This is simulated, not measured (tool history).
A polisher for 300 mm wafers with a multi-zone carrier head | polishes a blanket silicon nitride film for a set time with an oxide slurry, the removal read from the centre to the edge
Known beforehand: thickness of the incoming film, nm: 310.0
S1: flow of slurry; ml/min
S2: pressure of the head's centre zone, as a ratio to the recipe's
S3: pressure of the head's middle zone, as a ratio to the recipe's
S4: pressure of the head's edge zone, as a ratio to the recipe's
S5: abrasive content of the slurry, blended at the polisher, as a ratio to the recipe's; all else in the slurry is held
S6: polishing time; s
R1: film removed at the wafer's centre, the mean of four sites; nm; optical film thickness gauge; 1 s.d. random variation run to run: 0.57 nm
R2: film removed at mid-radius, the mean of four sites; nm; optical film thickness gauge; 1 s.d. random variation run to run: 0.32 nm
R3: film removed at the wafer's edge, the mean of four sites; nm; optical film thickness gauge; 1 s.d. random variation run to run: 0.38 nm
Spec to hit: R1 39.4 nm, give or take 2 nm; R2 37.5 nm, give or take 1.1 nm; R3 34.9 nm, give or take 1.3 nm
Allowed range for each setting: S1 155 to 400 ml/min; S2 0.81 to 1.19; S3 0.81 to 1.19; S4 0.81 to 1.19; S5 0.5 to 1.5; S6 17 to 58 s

run,hour,S1,S2,S3,S4,S5,S6,R1,R2,R3
1,0,255,1,1,1,1,37,25.017,24.095,23.776
2,3.9,255,1,1,1,1,44,29.315,28.528,28.753
3,11.7,255,1,1,1.06,1,44,29.835,28.663,29.169
4,17.9,255,1,1,1.11,1,44,28.714,28.754,30.279
5,20.5,255,1,1,1.11,1,38,25.719,24.697,26.283
6,24.2,255,1,1,1.11,1.15,38,27.726,27.222,27.902
7,28.4,260,1.02,1.01,1.12,1.2,38,28.422,27.301,28.765
8,33.8,265,1.04,1.04,1.1,1.25,39,30.393,29.665,29.858
9,40.6,270,1.06,1.06,1.1,1.3,39,32.022,30.315,30.041

Of the 4 settings listed for the next run, only one would bring every result within its allowed miss of target. Which one?
A,47.4,325,1.19,1.19,0.82,1.35,40,?,?,?
B,47.4,320,1.18,1.07,0.95,1.45,45,?,?,?
C,47.4,235,1.14,1.19,1.08,1.45,44,?,?,?
D,47.4,315,1.12,1.02,1.04,1.25,46,?,?,?

move,R1,R2,R3
A,37.363,34.265,28.303
B,42.903,37.303,35.094
C,39.12,37.468,35.536
D,39.061,34.711,35.063
A: closer than the last run, but not yet in spec
B: brings the result that was furthest off to its target, and leaves another outside
C: all results in spec
D: closer than the last run, but not yet in spec
Answer: C
